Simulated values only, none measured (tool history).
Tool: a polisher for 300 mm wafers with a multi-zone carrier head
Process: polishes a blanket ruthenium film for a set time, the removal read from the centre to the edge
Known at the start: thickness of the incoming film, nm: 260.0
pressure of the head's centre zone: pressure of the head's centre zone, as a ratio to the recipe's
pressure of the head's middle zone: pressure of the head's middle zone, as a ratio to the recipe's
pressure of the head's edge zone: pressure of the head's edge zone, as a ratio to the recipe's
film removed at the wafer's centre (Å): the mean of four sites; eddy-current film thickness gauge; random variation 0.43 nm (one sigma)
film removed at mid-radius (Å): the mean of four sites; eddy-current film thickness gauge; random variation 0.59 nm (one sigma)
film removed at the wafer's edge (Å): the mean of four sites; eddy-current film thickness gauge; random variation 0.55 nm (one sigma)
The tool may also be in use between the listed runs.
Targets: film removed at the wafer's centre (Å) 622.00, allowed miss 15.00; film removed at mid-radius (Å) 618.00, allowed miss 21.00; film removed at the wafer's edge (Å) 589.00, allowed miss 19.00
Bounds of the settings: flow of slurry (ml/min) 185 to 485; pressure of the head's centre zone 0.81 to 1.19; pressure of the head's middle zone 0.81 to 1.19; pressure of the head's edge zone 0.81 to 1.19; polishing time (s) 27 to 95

run  hour  flow of slurry (ml/min)  pressure of the head's centre zone  pressure of the head's middle zone  pressure of the head's edge zone  polishing time (s)  film removed at the wafer's centre (Å)  film removed at mid-radius (Å)  film removed at the wafer's edge (Å)
  1   0.0                      310                                1.00                                1.00                              1.00                  61                                  953.56                          981.02                                971.57
  2   3.5                      310                                1.00                                1.07                              1.00                  61                                  939.45                         1060.70                                961.14
  3   5.5                      310                                1.00                                1.07                              1.00                  48                                  750.42                          821.07                                759.96
  4   6.9                      310                                1.00                                1.05                              0.97                  45                                  703.09                          743.63                                693.52
  5  15.5                      305                                0.99                                1.03                              0.93                  45                                  689.58                          742.96                                685.33
  6  24.5                      340                                0.99                                1.03                              0.93                  45                                  692.06                          746.47                                683.74
  7  26.0                      340                                0.99                                1.01                              0.91                  44                                  670.38                          704.10                                656.96
  8  28.9                      340                                0.99                                0.99                              0.89                  43                                  673.82                          688.53                                655.65
  9  29.9                      340                                0.99                                0.98                              0.88                  42                                  649.92                          675.44                                628.61
 10  38.4                      340                                0.99                                0.96                              0.87                  42                                  651.31                          655.56                                608.92
 11  44.1                      335                                0.98                                0.95                              0.87                  42                                  644.98                          650.95                                630.95
 12  51.4                      335                                0.98                                0.95                              0.86                  42                                  648.43                          651.87                                618.62
 13  58.4                      280                                0.96                                0.91                              0.81                  41                                  599.84                          609.31                                585.11

Which of these 4 next moves meets every target?
  A  65.4                      275                                0.93                                1.00                              0.81                  41                                       ?                               ?                                     ?
  B  65.4                      235                                0.97                                0.97                              0.87                  40                                       ?                               ?                                     ?
  C  65.4                      265                                1.00                                1.00                              0.81                  39                                       ?                               ?                                     ?
  D  65.4                      215                                0.99                                0.94                              0.82                  43                                       ?                               ?                                     ?

move  film removed at the wafer's centre (Å)  film removed at mid-radius (Å)  film removed at the wafer's edge (Å)
   A                                  579.31                          650.43                                576.53
   B                                  576.12                          605.52                                571.48
   C                                  589.89                          615.65                                546.50
   D                                  622.50                          625.34                                592.66
A: further off than the last run
B: further off than the last run
C: further off than the last run
D: meets every target
Move D is the one to make.
